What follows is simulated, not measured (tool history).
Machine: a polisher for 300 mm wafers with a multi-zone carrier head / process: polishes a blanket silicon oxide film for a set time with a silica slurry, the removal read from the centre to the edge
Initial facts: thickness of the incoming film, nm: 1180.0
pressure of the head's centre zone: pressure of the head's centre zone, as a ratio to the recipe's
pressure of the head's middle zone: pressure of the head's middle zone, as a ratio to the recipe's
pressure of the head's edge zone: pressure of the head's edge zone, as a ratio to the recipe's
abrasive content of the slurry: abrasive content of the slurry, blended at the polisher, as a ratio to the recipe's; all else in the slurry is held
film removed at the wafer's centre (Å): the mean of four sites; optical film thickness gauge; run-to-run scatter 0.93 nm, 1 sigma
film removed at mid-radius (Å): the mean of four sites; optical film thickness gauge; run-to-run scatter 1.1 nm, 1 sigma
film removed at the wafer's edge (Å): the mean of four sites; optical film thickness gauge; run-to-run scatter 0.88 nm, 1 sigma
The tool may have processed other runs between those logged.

run  hour  flow of slurry (ml/min)  pressure of the head's centre zone  pressure of the head's middle zone  pressure of the head's edge zone  abrasive content of the slurry  polishing time (s)  film removed at the wafer's centre (Å)  film removed at mid-radius (Å)  film removed at the wafer's edge (Å)
  1     0                      260                                   1                                   1                                 1                               1                  40                                  1035.2                            1073                                  1057
  2   6.1                      260                                0.99                                0.98                              0.98                            0.95                  40                                  1010.7                          1006.7                                1019.4
  3   7.1                      255                                0.97                                0.98                              0.96                            0.95                  40                                   978.5                          995.63                                1016.4
  4  14.7                      255                                0.97                                0.98                              0.95                             0.9                  40                                  956.57                          978.47                                974.78
  5  22.3                      255                                0.97                                0.98                              0.95                             0.9                  49                                    1186                          1211.8                                1221.6
  6  23.8                      255                                0.97                                0.98                              0.95                             0.9                  40                                  979.72                          997.99                                976.62
  7  30.3                      250                                0.96                                0.97                              0.94                             0.9                  40                                  948.53                          960.02                                975.46
  8    39                      245                                0.95                                0.97                              0.93                             0.9                  40                                  934.67                          969.53                                972.35

The next listed run, before its measurement:
  9  45.4                      245                                0.95                                0.96                              0.92                             0.9                  40                                       ?                               ?                                     ?

{"run 9": {"film removed at the wafer's centre (Å)": 914.95, "film removed at mid-radius (Å)": 936.67, "film removed at the wafer's edge (Å)": 960.38}}
